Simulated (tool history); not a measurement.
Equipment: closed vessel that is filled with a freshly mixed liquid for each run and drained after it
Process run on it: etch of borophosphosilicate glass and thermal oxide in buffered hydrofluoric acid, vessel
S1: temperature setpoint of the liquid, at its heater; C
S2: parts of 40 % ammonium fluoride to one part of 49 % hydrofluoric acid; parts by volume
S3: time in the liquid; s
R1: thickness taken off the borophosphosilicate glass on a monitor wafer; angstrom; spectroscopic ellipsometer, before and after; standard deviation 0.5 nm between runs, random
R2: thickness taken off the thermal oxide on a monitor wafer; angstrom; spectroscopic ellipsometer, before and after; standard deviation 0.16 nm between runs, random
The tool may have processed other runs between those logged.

run  hour    S1    S2  S3       R1      R2
  1   0.0  23.0  21.5  60   787.42  297.92
  2   5.2  22.0  22.0  60   738.90  276.71
  3   9.5  22.0  22.0  80  1002.00  373.41
  4  15.0  21.0  23.5  80   901.79  328.26
  5  16.6  24.5  23.5  80  1078.00  400.85
  6  20.0  23.0  24.5  80   994.60  363.25
  7  22.7  22.0  25.0  75   858.50  314.90
  8  31.1  21.0  26.0  75   794.03  289.83
  9  39.2  21.0  26.0  75   780.35  290.10
     41.6  -- hydrofluoric acid flow meter replaced
 10  41.6  20.0  27.0  75   674.04  252.88
 11  46.7  17.0  28.0  75   567.45  205.31

Expected results for the next run?
 12  50.3  17.0  28.5  75   ?   ?

Run 12 came out at R1 558.42 angstrom, R2 205.46 angstrom.
